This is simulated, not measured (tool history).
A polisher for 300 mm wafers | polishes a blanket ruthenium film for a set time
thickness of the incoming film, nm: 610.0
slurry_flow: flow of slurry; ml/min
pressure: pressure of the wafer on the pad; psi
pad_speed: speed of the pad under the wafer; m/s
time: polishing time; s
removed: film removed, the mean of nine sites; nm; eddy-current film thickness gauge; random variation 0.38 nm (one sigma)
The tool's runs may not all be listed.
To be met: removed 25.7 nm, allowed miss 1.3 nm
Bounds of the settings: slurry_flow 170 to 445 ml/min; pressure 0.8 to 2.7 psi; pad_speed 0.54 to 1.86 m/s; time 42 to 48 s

| run | day | slurry_flow | pressure | pad_speed | time | removed |
|---|---|---|---|---|---|---|
| 1 | 0 | 285 | 1.7 | 1.18 | 48 | 52.772 |
| 2 | 0.179 | 285 | 1.6 | 1.14 | 48 | 49.164 |
| 3 | 0.296 | 285 | 1.5 | 1.1 | 48 | 44.801 |
| 4 | 0.383 | 285 | 1.4 | 1.08 | 48 | 40.849 |
| 5 | 0.754 | 285 | 1.3 | 1.06 | 48 | 38.78 |
| 6 | 1.117 | 285 | 1.2 | 1.04 | 48 | 34.098 |
| 7 | 1.388 | 285 | 1.2 | 1.04 | 48 | 35.334 |
| 8 | 1.412 | 285 | 1.2 | 1.02 | 48 | 35.356 |
| 9 | 1.517 | 285 | 1.2 | 1 | 48 | 33.435 |
| 10 | 1.558 | 285 | 1 | 0.98 | 48 | 27.764 |

Which of these 5 next moves meets every target?
| A | 1.6 | 295 | 0.9 | 1.06 | 45 | ? |
| B | 1.6 | 230 | 0.9 | 1.2 | 48 | ? |
| C | 1.6 | 295 | 1.1 | 1.08 | 43 | ? |
| D | 1.6 | 245 | 0.9 | 1.26 | 46 | ? |
| E | 1.6 | 365 | 1.2 | 0.88 | 46 | ? |

| move | removed |
|---|---|
| A | 25.47 |
| B | 29.123 |
| C | 29.882 |
| D | 29.265 |
| E | 30.256 |
A: meets every target
B: further off than the last run
C: further off than the last run
D: further off than the last run
E: further off than the last run
Move A is the one to make.
